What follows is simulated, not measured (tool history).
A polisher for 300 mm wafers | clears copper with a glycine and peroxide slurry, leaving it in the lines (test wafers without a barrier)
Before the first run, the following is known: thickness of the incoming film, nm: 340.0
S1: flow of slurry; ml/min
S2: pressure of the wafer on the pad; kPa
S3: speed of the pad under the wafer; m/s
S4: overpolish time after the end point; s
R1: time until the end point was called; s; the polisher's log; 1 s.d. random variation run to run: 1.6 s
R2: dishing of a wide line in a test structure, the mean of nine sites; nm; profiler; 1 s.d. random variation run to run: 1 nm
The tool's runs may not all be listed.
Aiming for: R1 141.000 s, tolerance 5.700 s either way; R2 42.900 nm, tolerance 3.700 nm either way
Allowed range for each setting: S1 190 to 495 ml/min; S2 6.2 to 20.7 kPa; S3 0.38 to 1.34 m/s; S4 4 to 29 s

| run | hour | S1 | S2 | S3 | S4 | R1 | R2 |
|---|---|---|---|---|---|---|---|
| 1 | 0.0 | 320 | 13.1 | 0.86 | 15 | 83.375 | 44.161 |
| 2 | 8.7 | 320 | 10.3 | 0.86 | 15 | 101.740 | 40.272 |
| 3 | 13.3 | 320 | 12.4 | 0.86 | 15 | 90.377 | 43.899 |
| 4 | 16.1 | 260 | 12.4 | 0.86 | 15 | 89.195 | 42.116 |
| 5 | 23.5 | 260 | 12.4 | 0.96 | 15 | 83.379 | 47.313 |
| 6 | 31.9 | 260 | 11.0 | 0.92 | 16 | 93.130 | 45.127 |
| 7 | 40.7 | 260 | 10.3 | 0.90 | 17 | 100.880 | 44.850 |
| 8 | 44.1 | 260 | 9.7 | 0.88 | 18 | 103.830 | 42.644 |
| 9 | 46.3 | 245 | 6.2 | 0.64 | 25 | 166.260 | 40.667 |
| 10 | 52.6 | 245 | 6.9 | 0.64 | 25 | 155.980 | 41.723 |
| 11 | 61.1 | 245 | 7.6 | 0.64 | 24 | 148.200 | 40.210 |
| 12 | 65.1 | 245 | 7.6 | 0.64 | 24 | 146.930 | 41.707 |

Which single option among these 5 for the next run brings every result within its allowed miss of target? Just one does.
| A | 69.1 | 265 | 6.2 | 0.72 | 28 | ? | ? |
| B | 69.1 | 305 | 6.2 | 0.64 | 29 | ? | ? |
| C | 69.1 | 200 | 6.9 | 0.70 | 22 | ? | ? |
| D | 69.1 | 215 | 8.3 | 0.68 | 23 | ? | ? |
| E | 69.1 | 255 | 6.2 | 0.68 | 24 | ? | ? |

| move | R1 | R2 |
|---|---|---|
| A | 155.070 | 43.975 |
| B | 162.400 | 43.947 |
| C | 153.950 | 36.772 |
| D | 139.920 | 41.573 |
| E | 160.350 | 38.073 |
A: the biggest miss grows against the last run
B: the biggest miss grows against the last run
C: the biggest miss grows against the last run
D: every result lands within tolerance
E: the biggest miss grows against the last run
Move D is the one to make.

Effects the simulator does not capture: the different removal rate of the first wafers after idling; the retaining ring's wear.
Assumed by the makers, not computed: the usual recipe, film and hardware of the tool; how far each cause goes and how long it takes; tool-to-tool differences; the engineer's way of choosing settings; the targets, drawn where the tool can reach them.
